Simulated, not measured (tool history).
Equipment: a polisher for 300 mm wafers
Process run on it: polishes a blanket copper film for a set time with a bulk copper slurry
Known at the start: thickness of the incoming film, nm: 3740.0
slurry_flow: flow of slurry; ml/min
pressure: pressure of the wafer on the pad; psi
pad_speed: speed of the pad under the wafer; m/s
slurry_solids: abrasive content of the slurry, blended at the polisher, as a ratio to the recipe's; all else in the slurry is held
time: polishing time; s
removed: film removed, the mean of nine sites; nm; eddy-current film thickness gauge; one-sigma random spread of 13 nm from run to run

Run 1, hour 0: slurry_flow 165 ml/min, pressure 3.1 psi, pad_speed 1.38 m/s, slurry_solids 1, time 95 s. Result: removed 1547.3 nm.
Run 2, hour 0.6: slurry_flow 165 ml/min, pressure 2.8 psi, pad_speed 1.38 m/s, slurry_solids 1, time 95 s. Result: removed 1401.4 nm.
Run 3, hour 5.7: slurry_flow 165 ml/min, pressure 2.8 psi, pad_speed 1.62 m/s, slurry_solids 1, time 95 s. Result: removed 1646.5 nm.
Run 4, hour 7.4: slurry_flow 165 ml/min, pressure 2.8 psi, pad_speed 1.62 m/s, slurry_solids 1, time 95 s. Result: removed 1652.7 nm.
Run 5, hour 8.9: slurry_flow 165 ml/min, pressure 2.8 psi, pad_speed 1.62 m/s, slurry_solids 0.85, time 95 s. Result: removed 1560.7 nm.
Run 6, hour 15.1: slurry_flow 165 ml/min, pressure 2.5 psi, pad_speed 1.62 m/s, slurry_solids 0.85, time 95 s. Result: removed 1395.4 nm.
Run 7, hour 20.8: slurry_flow 155 ml/min, pressure 1.8 psi, pad_speed 1.6 m/s, slurry_solids 0.85, time 95 s. Result: removed 1007.5 nm.

Estimate the outcome of run 8 from the log above:
Run 8, hour 24.4: slurry_flow 160 ml/min, pressure 1.8 psi, pad_speed 1.6 m/s, slurry_solids 0.85, time 95 s. Result: removed ?.

removed: 1022.5 nm

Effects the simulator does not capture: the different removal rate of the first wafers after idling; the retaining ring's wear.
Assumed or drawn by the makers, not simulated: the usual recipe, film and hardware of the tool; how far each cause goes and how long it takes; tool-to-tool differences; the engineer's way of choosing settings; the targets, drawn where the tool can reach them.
